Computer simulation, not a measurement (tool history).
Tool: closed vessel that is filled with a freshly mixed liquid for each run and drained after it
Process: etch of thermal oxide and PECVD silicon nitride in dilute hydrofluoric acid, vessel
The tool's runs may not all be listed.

run	hour	temperature setpoint of the liquid (C)	parts of water to one part of 49 % hydrofluoric acid (parts by volume)	time in the liquid (s)	thickness taken off the thermal oxide on a monitor wafer (Å)	thickness taken off the PECVD silicon nitride on a monitor wafer (Å)
1	0.0	21.0	155	805	180.43	76.505
2	0.9	21.0	110	805	262.65	106.550
3	5.9	21.0	130	805	218.50	90.445
4	6.5	21.0	185	805	144.38	63.608
5	12.9	21.0	185	990	178.27	79.055
6	19.6	20.5	145	950	224.23	93.241
7	22.0	20.5	115	915	280.12	111.770
8	22.7	20.5	115	915	280.30	111.170
9	29.2	20.5	95	890	339.53	132.760
10	32.6	20.0	80	875	393.65	145.730

What does the tool deliver on the next run?
11	33.9	20.0	75	870	?	?

Run 11 gave thickness taken off the thermal oxide on a monitor wafer (Å) 422.51, thickness taken off the PECVD silicon nitride on a monitor wafer (Å) 156.140.
